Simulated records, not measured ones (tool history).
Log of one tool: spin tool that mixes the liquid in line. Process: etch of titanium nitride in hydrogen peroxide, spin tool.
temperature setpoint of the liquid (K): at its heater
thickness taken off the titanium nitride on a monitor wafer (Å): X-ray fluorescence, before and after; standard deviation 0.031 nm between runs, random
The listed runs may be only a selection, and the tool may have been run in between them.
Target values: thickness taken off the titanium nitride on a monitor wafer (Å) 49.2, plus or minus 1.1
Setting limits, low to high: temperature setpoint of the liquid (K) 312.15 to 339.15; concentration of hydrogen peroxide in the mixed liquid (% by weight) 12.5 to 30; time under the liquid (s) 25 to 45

run,hour,temperature setpoint of the liquid (K),concentration of hydrogen peroxide in the mixed liquid (% by weight),time under the liquid (s),thickness taken off the titanium nitride on a monitor wafer (Å)
1,0,328.15,24.5,45,35.447
2,7.3,329.65,24.5,45,39.492
3,8.1,329.65,27.5,45,40.574
4,11.3,323.65,27.5,45,26.405
# hour 11.9: thermometer replaced
5,11.9,323.65,23.5,45,28.628
6,14,326.15,23.5,45,33.768
7,19.8,328.15,23.5,45,39.213
8,25.4,329.15,23.5,45,41.634
9,29.1,329.65,23.5,45,43.338

4 candidate next runs follow, results not yet known. Just one meets every target within its allowed miss. Identify it.
A,32.8,338.15,25,25,?
B,32.8,327.15,22.5,45,?
C,32.8,330.65,21.5,45,?
D,32.8,332.65,16,45,?

move,thickness taken off the titanium nitride on a monitor wafer (Å)
A,43.102
B,35.818
C,45.273
D,48.758
A: roughly where the last run was
B: moves away from the targets compared with the last run
C: gains on the last run, yet a result remains outside its allowed miss
D: meets every target
Move D is the one to make.
